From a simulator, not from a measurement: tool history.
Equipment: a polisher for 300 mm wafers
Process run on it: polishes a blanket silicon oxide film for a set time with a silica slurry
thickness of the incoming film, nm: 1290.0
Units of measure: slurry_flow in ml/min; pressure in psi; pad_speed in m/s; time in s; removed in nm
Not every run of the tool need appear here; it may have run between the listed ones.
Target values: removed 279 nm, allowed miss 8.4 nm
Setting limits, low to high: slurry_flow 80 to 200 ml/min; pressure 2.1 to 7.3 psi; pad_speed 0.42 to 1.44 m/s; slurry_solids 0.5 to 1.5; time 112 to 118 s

run	hour	slurry_flow	pressure	pad_speed	slurry_solids	time	removed
1	0	130	4.7	0.92	1	112	402.21
2	6.7	130	4.7	0.92	1	118	420.64
3	12	130	4.7	0.92	0.8	118	359.52
4	15.1	130	3.8	0.92	0.8	118	299.14
5	17.5	130	3.8	1.02	0.8	118	325.74
6	18.6	130	3.8	1.02	0.8	112	309.48
7	22.2	125	3.7	1.02	0.8	112	297.25
8	23.8	120	3.7	1.02	0.8	112	297.18
9	28.7	115	3.7	1.02	0.8	112	296.49
10	35.7	115	3.6	1.02	0.8	112	289.89

Exactly one of the 4 candidate moves below puts every result within its allowed miss. Which one?
A	42.7	135	3.6	1.28	0.65	115	?
B	42.7	90	3.8	0.98	0.75	112	?
C	42.7	135	4	1.18	0.6	112	?
D	42.7	125	2.2	1.08	1.1	112	?

move	removed
A	301.53
B	261.13
C	276.33
D	251.09
A: the biggest miss grows against the last run
B: the result that was furthest off in the last run now lies on the other side of its target
C: in spec on every target
D: the result that was furthest off in the last run now lies on the other side of its target
The move that meets every target is C.
